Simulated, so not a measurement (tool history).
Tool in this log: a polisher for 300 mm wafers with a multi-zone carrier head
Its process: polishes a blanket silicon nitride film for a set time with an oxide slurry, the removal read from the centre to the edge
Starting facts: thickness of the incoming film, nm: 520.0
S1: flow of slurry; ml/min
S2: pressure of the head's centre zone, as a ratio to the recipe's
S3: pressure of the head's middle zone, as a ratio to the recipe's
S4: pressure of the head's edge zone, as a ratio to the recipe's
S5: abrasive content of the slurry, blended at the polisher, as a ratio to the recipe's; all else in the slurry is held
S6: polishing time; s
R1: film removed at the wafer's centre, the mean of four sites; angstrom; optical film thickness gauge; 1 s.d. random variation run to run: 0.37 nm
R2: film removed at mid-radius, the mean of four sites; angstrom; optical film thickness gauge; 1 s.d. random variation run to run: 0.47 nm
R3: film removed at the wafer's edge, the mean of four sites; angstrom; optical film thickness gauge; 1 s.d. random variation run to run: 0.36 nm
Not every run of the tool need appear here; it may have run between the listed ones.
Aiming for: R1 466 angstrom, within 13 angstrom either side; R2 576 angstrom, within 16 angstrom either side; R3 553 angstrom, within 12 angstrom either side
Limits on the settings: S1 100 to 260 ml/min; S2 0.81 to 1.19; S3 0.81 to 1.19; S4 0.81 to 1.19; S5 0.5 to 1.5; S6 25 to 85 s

run	hour	S1	S2	S3	S4	S5	S6	R1	R2	R3
1	0	165	1	1	1	1	55	437.22	450.63	437.94
2	4.6	165	1	1	1	0.9	55	410.64	414.77	403.54
3	13.1	165	1	1	1.05	0.9	55	405.71	418.48	418.47
4	17.8	175	0.99	1.01	1.07	0.95	55	429.59	442.19	434.8
5	26.5	175	0.97	1.02	1.08	1	55	431.22	460.44	455.54
6	28.8	180	0.96	1.03	1.1	1	55	436.38	464.03	465.83
7	33.3	230	0.86	1.13	1.19	1.15	55	437.51	564.22	537.29
8	39.3	235	0.86	1.13	1.19	1.15	55	445.55	576.95	537.76
9	43.8	235	0.86	1.12	1.19	1.15	55	439.9	572.48	541.23

Next run, 5 choices. One meets every target within its allowed miss, the rest don't. Which?
A	48.3	240	0.93	1.11	1.18	1.2	52	?	?	?
B	48.3	255	0.9	1.13	1.12	1	60	?	?	?
C	48.3	160	0.89	1.1	1.13	1.1	62	?	?	?
D	48.3	205	0.89	1.11	1.19	1.25	51	?	?	?
E	48.3	205	0.85	1.06	1.11	0.8	72	?	?	?

move	R1	R2	R3
A	468.85	557.07	523.41
B	472.48	588.64	529.11
C	473.6	588.35	553.82
D	438.81	546.42	518.38
E	433.85	544.88	518.42
A: brings the last run's worst result on target, with another outside its allowed miss
B: brings the last run's worst result on target, with another outside its allowed miss
C: meets every target
D: misses by more than the last run did
E: misses by more than the last run did
Answer: C
